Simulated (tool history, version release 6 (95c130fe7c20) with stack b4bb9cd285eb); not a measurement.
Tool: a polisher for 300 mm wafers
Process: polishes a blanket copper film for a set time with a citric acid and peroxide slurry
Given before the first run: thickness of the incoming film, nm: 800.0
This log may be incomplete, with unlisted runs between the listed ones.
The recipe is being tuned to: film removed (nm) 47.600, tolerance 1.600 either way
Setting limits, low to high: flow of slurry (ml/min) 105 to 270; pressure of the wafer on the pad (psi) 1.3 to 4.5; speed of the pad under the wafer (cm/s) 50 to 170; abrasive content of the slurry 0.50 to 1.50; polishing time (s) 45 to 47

run    day  flow of slurry (ml/min)  pressure of the wafer on the pad (psi)  speed of the pad under the wafer (cm/s)  abrasive content of the slurry  polishing time (s)  film removed (nm)
  1  0.000                      175                                     2.9                                      110                            1.00                  45             84.545
  2  0.279                      175                                     2.6                                      110                            1.00                  45             74.851
  3  0.438                      175                                     2.6                                      110                            1.00                  45             76.662
  4  0.642                      175                                     2.6                                      110                            1.00                  47             80.247
  5  0.967                      175                                     2.6                                      110                            1.00                  47             77.947
  6  1.079                      175                                     2.6                                       94                            1.00                  47             68.821
  7  1.125                      175                                     2.4                                       94                            1.00                  47             63.970
  8  1.254                      175                                     2.3                                       94                            1.00                  47             60.513
  9  1.350                      160                                     1.6                                       92                            1.00                  47             42.145

Of the 5 settings listed for the next run, only one would bring every result within its allowed miss of target. Which one?
  A  1.446                      235                                     2.2                                       82                            0.60                  46                  ?
  B  1.446                      175                                     1.8                                       84                            1.15                  47                  ?
  C  1.446                      150                                     1.6                                       86                            1.05                  45                  ?
  D  1.446                      220                                     2.3                                       78                            0.95                  47                  ?
  E  1.446                      185                                     2.1                                       84                            1.20                  47                  ?

move  film removed (nm)
   A             47.503
   B             43.691
   C             36.873
   D             51.244
   E             51.302
A: in spec on every target
B: nearer the targets than the last run, but a result is still out of spec
C: its largest miss is bigger than the last run's
D: takes the result that was furthest off past its target
E: takes the result that was furthest off past its target
The move that meets every target is A.
